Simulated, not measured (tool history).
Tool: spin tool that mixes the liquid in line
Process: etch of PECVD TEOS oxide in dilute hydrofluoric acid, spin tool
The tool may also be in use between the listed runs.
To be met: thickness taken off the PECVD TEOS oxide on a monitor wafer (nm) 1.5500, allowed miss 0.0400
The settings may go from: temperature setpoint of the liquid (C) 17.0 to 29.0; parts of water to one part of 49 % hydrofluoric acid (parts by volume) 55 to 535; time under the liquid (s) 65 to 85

run	hour	temperature setpoint of the liquid (C)	parts of water to one part of 49 % hydrofluoric acid (parts by volume)	time under the liquid (s)	thickness taken off the PECVD TEOS oxide on a monitor wafer (nm)
1	0.0	21.0	295	85	2.6676
2	8.6	21.0	190	85	4.5556
3	9.3	20.0	250	85	3.1539
4	17.3	19.0	285	85	2.6098
5	24.7	19.0	325	85	2.1667
6	30.7	17.0	325	85	2.0385
7	37.1	17.0	345	85	1.8924
8	38.9	17.0	360	85	1.7659
9	40.1	17.0	370	85	1.7385
10	47.0	17.0	380	85	1.6710

Which of these 5 next moves meets every target?
A	53.9	18.0	400	85	?
B	53.9	17.0	365	80	?
C	53.9	17.0	400	85	?
D	53.9	17.5	385	85	?
E	53.9	17.5	345	75	?

move	thickness taken off the PECVD TEOS oxide on a monitor wafer (nm)
A	1.6349
B	1.6722
C	1.5773
D	1.6884
E	1.7168
A: nearer than the last run, and not there yet
B: as far off as the last run
C: meets every target
D: further off than the last run
E: further off than the last run
The right move is C.

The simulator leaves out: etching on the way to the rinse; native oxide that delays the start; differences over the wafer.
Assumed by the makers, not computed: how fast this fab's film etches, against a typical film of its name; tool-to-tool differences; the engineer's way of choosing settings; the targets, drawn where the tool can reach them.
